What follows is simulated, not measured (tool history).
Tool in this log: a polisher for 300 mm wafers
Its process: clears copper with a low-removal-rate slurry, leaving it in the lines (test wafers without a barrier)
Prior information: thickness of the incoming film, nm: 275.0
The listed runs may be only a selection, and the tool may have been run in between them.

run  hour  flow of slurry (ml/min)  pressure of the wafer on the pad (kPa)  speed of the pad under the wafer (cm/s)  abrasive content of the slurry  overpolish time after the end point (s)  time until the end point was called (s)  dishing of a wide line in a test structure (nm)
  1   0.0                      160                                    17.9                                      138                             1.0                                       12                                   80.772                                           35.802
  2   3.9                      160                                    17.9                                      138                             0.9                                       12                                   86.727                                           34.752
  3  12.0                      160                                    19.3                                      140                             0.9                                       12                                   82.748                                           37.236
  4  17.4                      140                                    19.3                                      140                             0.9                                       12                                   85.149                                           36.408
  5  21.8                      140                                    19.3                                      140                             1.0                                       12                                   76.826                                           37.245
  6  24.0                      145                                    20.0                                      142                             1.0                                       12                                   72.537                                           40.024

Predict the results of run 7:
  7  29.7                      150                                    20.7                                      142                             1.0                                       12                                        ?                                                ?

{"run 7": {"time until the end point was called (s)": 71.832, "dishing of a wide line in a test structure (nm)": 40.829}}
